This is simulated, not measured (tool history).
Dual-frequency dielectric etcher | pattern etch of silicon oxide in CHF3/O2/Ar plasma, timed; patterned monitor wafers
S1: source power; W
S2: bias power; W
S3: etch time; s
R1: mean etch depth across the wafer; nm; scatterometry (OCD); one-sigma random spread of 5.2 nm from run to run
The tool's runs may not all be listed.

run  hour   S1   S2     S3      R1
  1   0.0  720  235  453.0  1085.7
  2   7.3  750  238  453.0  1111.0
  3  12.0  750  238  418.0  1029.8
  4  18.5  780  247  419.0  1066.5
  5  20.5  800  254  419.5  1084.6
  6  26.9  820  261  420.5  1114.2
  7  35.8  840  266  421.0  1128.2
  8  43.2  860  271  421.5  1160.1

The next listed run, before its measurement:
  9  45.0  860  271  421.5   ?

R1: 1151.2 nm
